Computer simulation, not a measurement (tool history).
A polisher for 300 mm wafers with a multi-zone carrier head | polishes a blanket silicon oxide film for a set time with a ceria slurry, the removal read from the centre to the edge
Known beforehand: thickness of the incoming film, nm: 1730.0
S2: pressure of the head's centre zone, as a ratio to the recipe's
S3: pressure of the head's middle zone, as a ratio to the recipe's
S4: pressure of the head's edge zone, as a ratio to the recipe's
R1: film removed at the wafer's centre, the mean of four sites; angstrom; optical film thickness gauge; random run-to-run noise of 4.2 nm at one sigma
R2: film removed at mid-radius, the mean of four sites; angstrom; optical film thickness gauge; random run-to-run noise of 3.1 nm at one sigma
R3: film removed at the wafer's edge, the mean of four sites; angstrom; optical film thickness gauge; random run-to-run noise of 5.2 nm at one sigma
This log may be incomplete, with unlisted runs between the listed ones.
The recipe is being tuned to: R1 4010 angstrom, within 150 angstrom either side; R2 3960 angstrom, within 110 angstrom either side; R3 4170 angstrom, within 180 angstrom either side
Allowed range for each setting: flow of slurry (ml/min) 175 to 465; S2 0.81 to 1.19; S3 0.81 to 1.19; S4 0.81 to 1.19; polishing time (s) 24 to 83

run 1 day=0 | flow_of_slurry_(ml/min)=295 S2=1 S3=1 S4=1 polishing_time_(s)=53 | R1=3074.4 R2=3146.8 R3=3191
run 2 day=0.096 | flow_of_slurry_(ml/min)=295 S2=1 S3=1 S4=1 polishing_time_(s)=66 | R1=3876.9 R2=3924.5 R3=3874
run 3 day=0.417 | flow_of_slurry_(ml/min)=295 S2=1 S3=1 S4=1.01 polishing_time_(s)=66 | R1=3864.9 R2=3878 R3=3923.9
run 4 day=0.762 | flow_of_slurry_(ml/min)=295 S2=1 S3=1.03 S4=1.01 polishing_time_(s)=66 | R1=3830.3 R2=3890.9 R3=3969.9
run 5 day=1.125 | flow_of_slurry_(ml/min)=295 S2=1 S3=1.03 S4=1.01 polishing_time_(s)=55 | R1=3232.9 R2=3322.3 R3=3303.5
run 6 day=1.483 | flow_of_slurry_(ml/min)=300 S2=1.01 S3=1.04 S4=1.03 polishing_time_(s)=56 | R1=3351 R2=3395.4 R3=3366.2
run 7 day=1.825 | flow_of_slurry_(ml/min)=295 S2=1.01 S3=1.04 S4=1.04 polishing_time_(s)=58 | R1=3423 R2=3505.9 R3=3541.3
run 8 day=2.146 | flow_of_slurry_(ml/min)=295 S2=1.02 S3=1.05 S4=1.06 polishing_time_(s)=59 | R1=3547.3 R2=3569.7 R3=3556.9
run 9 day=2.467 | flow_of_slurry_(ml/min)=295 S2=1.02 S3=1.04 S4=1.07 polishing_time_(s)=60 | R1=3647 R2=3577.2 R3=3738.9
run 10 day=2.688 | flow_of_slurry_(ml/min)=300 S2=1.02 S3=1.05 S4=1.08 polishing_time_(s)=60 | R1=3631.7 R2=3692.8 R3=3647.9

Exactly one of the 4 candidate moves below puts every result within its allowed miss. Which one?
run A day=2.908 | flow_of_slurry_(ml/min)=270 S2=0.98 S3=0.97 S4=1.01 polishing_time_(s)=64 | R1=? R2=? R3=?
run B day=2.908 | flow_of_slurry_(ml/min)=175 S2=0.87 S3=0.88 S4=1.12 polishing_time_(s)=78 | R1=? R2=? R3=?
run C day=2.908 | flow_of_slurry_(ml/min)=255 S2=0.99 S3=0.97 S4=1.07 polishing_time_(s)=70 | R1=? R2=? R3=?
run D day=2.908 | flow_of_slurry_(ml/min)=175 S2=0.93 S3=0.85 S4=1.07 polishing_time_(s)=80 | R1=? R2=? R3=?

move=A R1=3659.3 R2=3695.3 R3=3834.2
move=B R1=3692.2 R2=3998 R3=4704.4
move=C R1=4014.1 R2=4014.7 R3=4293
move=D R1=4049.7 R2=4017.4 R3=4716.4
A: closer than the last run, but not yet in spec
B: the result that was furthest off in the last run now lies on the other side of its target
C: all results land within tolerance of their targets
D: the result that was furthest off in the last run now lies on the other side of its target
C meets every target.

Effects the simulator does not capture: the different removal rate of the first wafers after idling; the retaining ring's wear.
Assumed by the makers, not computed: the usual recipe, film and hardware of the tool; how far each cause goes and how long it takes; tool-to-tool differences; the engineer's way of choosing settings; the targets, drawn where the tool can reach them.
